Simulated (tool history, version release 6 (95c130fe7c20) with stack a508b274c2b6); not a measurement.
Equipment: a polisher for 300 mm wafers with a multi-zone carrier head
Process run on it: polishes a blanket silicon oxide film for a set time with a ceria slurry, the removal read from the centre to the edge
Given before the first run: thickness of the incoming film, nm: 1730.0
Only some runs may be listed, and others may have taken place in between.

run  hour  flow of slurry (ml/min)  pressure of the head's centre zone  pressure of the head's middle zone  pressure of the head's edge zone  polishing time (s)  film removed at the wafer's centre (Å)  film removed at mid-radius (Å)  film removed at the wafer's edge (Å)
  1     0                      255                                   1                                   1                                 1                  52                                  2319.9                          2368.1                                2342.5
  2   7.3                      255                                   1                                   1                                 1                  63                                  2801.1                          2797.9                                2806.3
  3    15                      300                                   1                                   1                                 1                  63                                  2855.9                          2854.7                                2795.1
  4  23.7                      245                                   1                                   1                                 1                  63                                  2817.9                          2745.6                                2777.1
  5  31.5                      205                                   1                                   1                                 1                  63                                  2706.4                          2711.3                                2742.8
  6  36.3                      210                                1.01                                0.99                              0.98                  59                                    2601                          2545.5                                2551.1
  7  36.8                      210                                1.01                                0.98                              0.97                  56                                  2464.9                          2405.3                                2407.4
  8  41.4                      210                                1.01                                0.97                              0.96                  53                                  2326.7                          2223.2                                2259.2
  9  49.6                      215                                1.01                                0.96                              0.94                  51                                  2214.8                          2200.1                                2195.8
 10  51.3                      185                                1.11                                0.94                              0.94                  38                                  1777.9                            1551                                1618.2

What will run 11 give?
 11  57.8                      195                                1.11                                0.95                              0.94                  39                                       ?                               ?                                     ?

{"run 11": {"film removed at the wafer's centre (Å)": 1879.2, "film removed at mid-radius (Å)": 1584.2, "film removed at the wafer's edge (Å)": 1613.7}}
